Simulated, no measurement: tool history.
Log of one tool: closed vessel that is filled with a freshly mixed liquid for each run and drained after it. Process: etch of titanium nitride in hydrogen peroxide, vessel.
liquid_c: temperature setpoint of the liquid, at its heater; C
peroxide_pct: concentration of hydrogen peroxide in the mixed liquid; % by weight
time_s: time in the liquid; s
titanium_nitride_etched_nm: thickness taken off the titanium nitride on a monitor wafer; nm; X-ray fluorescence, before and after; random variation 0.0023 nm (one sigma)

run  hour  liquid_c  peroxide_pct  time_s  titanium_nitride_etched_nm
  1   0.0        52          21.0      30                     1.50230
  2   1.6        52          23.0      30                     1.54040
  3   3.5        52          19.0      30                     1.47290
  4  10.2        52          19.0      30                     1.47830
  5  11.7        52          19.0      30                     1.47770
  6  20.6        48          19.0      30                     1.11410

Run 7 comes next. What will it give?
  7  25.2        40          18.5      30                           ?

{"run 7": {"titanium_nitride_etched_nm": 0.60793}}
